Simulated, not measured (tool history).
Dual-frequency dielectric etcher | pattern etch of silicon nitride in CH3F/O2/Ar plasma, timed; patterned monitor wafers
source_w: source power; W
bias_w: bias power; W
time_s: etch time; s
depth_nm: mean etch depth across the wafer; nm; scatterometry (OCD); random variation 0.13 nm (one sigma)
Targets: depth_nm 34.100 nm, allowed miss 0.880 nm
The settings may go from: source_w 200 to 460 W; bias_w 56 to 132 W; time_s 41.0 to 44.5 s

| run | hour | source_w | bias_w | time_s | depth_nm |
|---|---|---|---|---|---|
| 1 | 0.0 | 330 | 94 | 44.5 | 30.724 |
| 2 | 8.6 | 340 | 95 | 44.5 | 30.870 |
| 3 | 14.6 | 350 | 96 | 44.5 | 31.355 |
| 4 | 17.3 | 330 | 96 | 44.5 | 30.649 |
| 5 | 19.5 | 330 | 110 | 44.5 | 32.350 |
| 6 | 21.6 | 330 | 110 | 41.0 | 29.640 |
| 7 | 25.8 | 340 | 111 | 41.0 | 30.151 |
| 8 | 28.8 | 350 | 113 | 41.0 | 30.622 |
| 9 | 31.4 | 360 | 115 | 41.0 | 31.146 |

4 next moves are on the table. One of them brings every result within its allowed miss. Which?
| A | 34.0 | 400 | 98 | 43.5 | ? |
| B | 34.0 | 370 | 115 | 44.5 | ? |
| C | 34.0 | 330 | 110 | 43.5 | ? |
| D | 34.0 | 350 | 115 | 42.0 | ? |

| move | depth_nm |
|---|---|
| A | 32.174 |
| B | 34.067 |
| C | 31.581 |
| D | 31.590 |
A: nearer than the last run, and not there yet
B: meets every target
C: nearer than the last run, and not there yet
D: nearer than the last run, and not there yet
Answer: B
